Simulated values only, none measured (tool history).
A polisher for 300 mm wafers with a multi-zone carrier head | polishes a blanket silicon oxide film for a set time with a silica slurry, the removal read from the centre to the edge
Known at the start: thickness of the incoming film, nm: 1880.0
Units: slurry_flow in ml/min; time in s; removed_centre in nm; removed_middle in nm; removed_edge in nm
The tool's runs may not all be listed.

run   hour  slurry_flow  centre_zone  middle_zone  edge_zone  slurry_solids  time  removed_centre  removed_middle  removed_edge
  1      0          310            1            1          1              1    80          268.73          261.15        261.63
  2    6.4          310            1         1.06          1              1    80          272.15          273.64        256.84
  3   14.8          310         1.04         1.06          1              1    80          271.54          281.14         264.4
  4   22.8          310         1.04         1.06          1            1.2    80          303.84             304        286.67
  5   27.6          310         1.04         1.06       0.96            1.2    80          306.59          307.08        284.85
  6   30.4          310         1.04         1.13       0.96            1.2    80          305.96           324.8        284.41
  7   35.2          305         1.02         1.11       0.98            1.1    79          288.78           296.5        271.62
  8   40.3          315            1         1.12       1.01              1    77          258.71          277.06        257.81
  9     47          315         0.99         1.11       1.02           0.95    76          252.76           259.9        241.89
 10     53          300         0.96         1.12       1.04            0.9    76          231.48          256.24        236.21
 11   60.9          295         0.94          1.1       1.04           0.85    76          216.67          245.84        232.34
 12   61.7          300         0.93         1.08       1.04            0.8    76          199.04          234.79        216.22
 13   70.5          300         0.93         1.05       1.04            0.8    76          204.36          225.18        224.21
 14   75.4          305         0.93         1.04       1.03           0.75    76          191.87           211.7        210.76
 15   80.2          305         0.93         1.03       1.01           0.75    76          199.47          215.61        208.93
 16   86.7          305         0.92         1.02          1           0.75    76          198.07           209.7        204.29
 17   88.6          305         0.91         1.01          1           0.75    76          192.63          209.24        203.73
 18   96.6          305          0.9            1          1           0.75    76          189.47          206.52        206.31
 19  100.2          305         0.89         0.99       0.99           0.75    76          183.98          205.72        206.84

Run 20 comes next. What will it give?
 20  102.9          305         0.91         0.94       0.91           0.55    75               ?               ?             ?

Run 20 gave removed_centre 144.06 nm, removed_middle 148.64 nm, removed_edge 148.59 nm.

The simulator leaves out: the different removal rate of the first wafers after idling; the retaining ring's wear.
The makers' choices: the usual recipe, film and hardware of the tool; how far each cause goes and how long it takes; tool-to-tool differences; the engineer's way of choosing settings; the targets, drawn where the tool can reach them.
